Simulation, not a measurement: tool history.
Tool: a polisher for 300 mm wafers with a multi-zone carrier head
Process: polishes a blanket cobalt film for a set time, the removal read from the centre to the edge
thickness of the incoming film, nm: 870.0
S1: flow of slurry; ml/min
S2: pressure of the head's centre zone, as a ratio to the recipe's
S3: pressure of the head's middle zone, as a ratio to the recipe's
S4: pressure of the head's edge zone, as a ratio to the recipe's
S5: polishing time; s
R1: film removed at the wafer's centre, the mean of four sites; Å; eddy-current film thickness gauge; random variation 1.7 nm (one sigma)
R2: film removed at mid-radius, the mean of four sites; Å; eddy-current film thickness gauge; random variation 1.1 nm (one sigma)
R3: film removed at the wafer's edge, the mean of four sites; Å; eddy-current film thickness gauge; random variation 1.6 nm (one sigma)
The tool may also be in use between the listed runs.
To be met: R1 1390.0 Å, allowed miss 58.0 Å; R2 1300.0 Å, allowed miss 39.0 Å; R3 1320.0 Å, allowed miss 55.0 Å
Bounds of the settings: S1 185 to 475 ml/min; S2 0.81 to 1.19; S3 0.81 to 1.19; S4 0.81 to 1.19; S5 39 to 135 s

run,day,S1,S2,S3,S4,S5,R1,R2,R3
1,0.000,305,1.00,1.00,1.00,87,2116.6,2098.6,2097.7
2,0.075,305,1.04,1.00,1.00,87,2186.5,2051.3,2092.5
3,0.171,300,1.03,0.98,0.97,79,1981.9,1841.9,1898.6
4,0.279,300,0.99,0.98,0.97,79,1885.9,1853.6,1839.7
5,0.521,295,0.97,0.94,0.94,75,1769.4,1704.1,1740.5
6,0.829,295,0.97,0.94,0.94,56,1288.7,1264.8,1319.7
7,1.183,295,0.97,0.94,0.94,56,1315.7,1274.8,1334.7
8,1.242,300,0.98,0.95,0.93,56,1319.7,1286.3,1316.0

4 next moves are on the table. One of them brings every result within its allowed miss. Which?
A,1.300,240,0.94,1.02,0.96,57,?,?,?
B,1.300,300,0.93,0.90,0.99,56,?,?,?
C,1.300,335,0.99,0.90,0.85,58,?,?,?
D,1.300,235,0.94,0.96,0.98,57,?,?,?

move,R1,R2,R3
A,1226.7,1345.7,1349.1
B,1222.1,1261.4,1370.0
C,1362.6,1319.1,1332.1
D,1223.1,1297.3,1360.7
A: further off than the last run
B: further off than the last run
C: meets every target
D: further off than the last run
Move C is the one to make.
